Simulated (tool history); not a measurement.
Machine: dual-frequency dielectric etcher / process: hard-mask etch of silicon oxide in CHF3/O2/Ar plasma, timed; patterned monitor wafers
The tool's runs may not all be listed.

run,hour,source power (W),bias power (W),etch time (s),mean etch depth across the wafer (Å)
1,0,570,159,33,609.38
2,4.3,620,162,33,630.45
3,8.3,620,134,33,585.79
4,13.6,660,143,33,613.82
5,17.8,690,150,33,632.95
6,25,710,156,33,650.04
7,32.2,730,160,33,669.08
8,38,740,161,33,668.26

Run 9 is up next; what results do you expect?
9,42.6,750,163,33,?

mean etch depth across the wafer (Å): 676.59
